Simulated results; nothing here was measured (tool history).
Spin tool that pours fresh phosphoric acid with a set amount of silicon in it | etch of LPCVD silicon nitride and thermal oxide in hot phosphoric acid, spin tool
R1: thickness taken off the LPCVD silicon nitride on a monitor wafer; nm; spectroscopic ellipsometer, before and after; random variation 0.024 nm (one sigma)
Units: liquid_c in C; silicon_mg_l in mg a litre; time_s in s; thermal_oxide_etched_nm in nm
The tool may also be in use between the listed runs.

Run 1, hour 0.0: liquid_c 164 C, silicon_mg_l 10.5 mg a litre, time_s 45 s. Result: R1 4.6391 nm, thermal_oxide_etched_nm 0.10293 nm.
Run 2, hour 4.3: liquid_c 164 C, silicon_mg_l 10.5 mg a litre, time_s 60 s. Result: R1 6.2033 nm, thermal_oxide_etched_nm 0.21406 nm.
Run 3, hour 6.3: liquid_c 164 C, silicon_mg_l 7.0 mg a litre, time_s 60 s. Result: R1 6.2256 nm, thermal_oxide_etched_nm 0.17607 nm.
Run 4, hour 11.8: liquid_c 164 C, silicon_mg_l 7.0 mg a litre, time_s 75 s. Result: R1 7.6903 nm, thermal_oxide_etched_nm 0.24972 nm.
Run 5, hour 19.4: liquid_c 163 C, silicon_mg_l 7.0 mg a litre, time_s 75 s. Result: R1 7.4929 nm, thermal_oxide_etched_nm 0.22728 nm.
Run 6, hour 20.8: liquid_c 163 C, silicon_mg_l 7.0 mg a litre, time_s 85 s. Result: R1 8.5094 nm, thermal_oxide_etched_nm 0.18666 nm.
Run 7, hour 28.8: liquid_c 162 C, silicon_mg_l 5.0 mg a litre, time_s 70 s. Result: R1 6.8234 nm, thermal_oxide_etched_nm 0.18961 nm.

Run 8 comes next. What will it give?
Run 8, hour 35.6: liquid_c 162 C, silicon_mg_l 9.0 mg a litre, time_s 50 s. Result: R1 ?, thermal_oxide_etched_nm ?.

{"run 8": {"R1": 4.8556, "thermal_oxide_etched_nm": 0.12574}}
